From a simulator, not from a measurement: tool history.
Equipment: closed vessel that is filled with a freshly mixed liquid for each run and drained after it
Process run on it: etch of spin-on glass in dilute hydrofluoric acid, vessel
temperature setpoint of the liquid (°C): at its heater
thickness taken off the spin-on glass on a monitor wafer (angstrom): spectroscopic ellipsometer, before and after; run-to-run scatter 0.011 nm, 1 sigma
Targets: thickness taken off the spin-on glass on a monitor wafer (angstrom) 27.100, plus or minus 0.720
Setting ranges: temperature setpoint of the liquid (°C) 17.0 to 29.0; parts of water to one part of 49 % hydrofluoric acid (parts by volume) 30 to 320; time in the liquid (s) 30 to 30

| run | hour | temperature setpoint of the liquid (°C) | parts of water to one part of 49 % hydrofluoric acid (parts by volume) | time in the liquid (s) | thickness taken off the spin-on glass on a monitor wafer (angstrom) |
|---|---|---|---|---|---|
| 1 | 0.0 | 21.0 | 175 | 30 | 45.065 |
| 2 | 2.4 | 20.5 | 185 | 30 | 41.471 |
| 3 | 8.4 | 23.0 | 185 | 30 | 45.875 |
| 4 | 16.1 | 23.0 | 125 | 30 | 73.199 |
| 5 | 20.1 | 26.0 | 125 | 30 | 80.999 |
| 6 | 23.8 | 26.0 | 125 | 30 | 81.340 |
| 7 | 31.5 | 22.0 | 195 | 30 | 41.304 |
| 8 | 39.2 | 18.0 | 230 | 30 | 29.265 |
| 9 | 42.8 | 17.5 | 235 | 30 | 27.876 |

Which of these 5 next moves meets every target?
| A | 46.4 | 21.0 | 265 | 30 | ? |
| B | 46.4 | 18.0 | 260 | 30 | ? |
| C | 46.4 | 17.0 | 225 | 30 | ? |
| D | 46.4 | 17.0 | 220 | 30 | ? |
| E | 46.4 | 17.5 | 255 | 30 | ? |

| move | thickness taken off the spin-on glass on a monitor wafer (angstrom) |
|---|---|
| A | 27.348 |
| B | 25.023 |
| C | 28.693 |
| D | 29.477 |
| E | 25.139 |
A: in spec on every target
B: carries the result that was furthest off beyond its target, to the other side
C: the biggest miss grows against the last run
D: the biggest miss grows against the last run
E: carries the result that was furthest off beyond its target, to the other side
The right move is A.

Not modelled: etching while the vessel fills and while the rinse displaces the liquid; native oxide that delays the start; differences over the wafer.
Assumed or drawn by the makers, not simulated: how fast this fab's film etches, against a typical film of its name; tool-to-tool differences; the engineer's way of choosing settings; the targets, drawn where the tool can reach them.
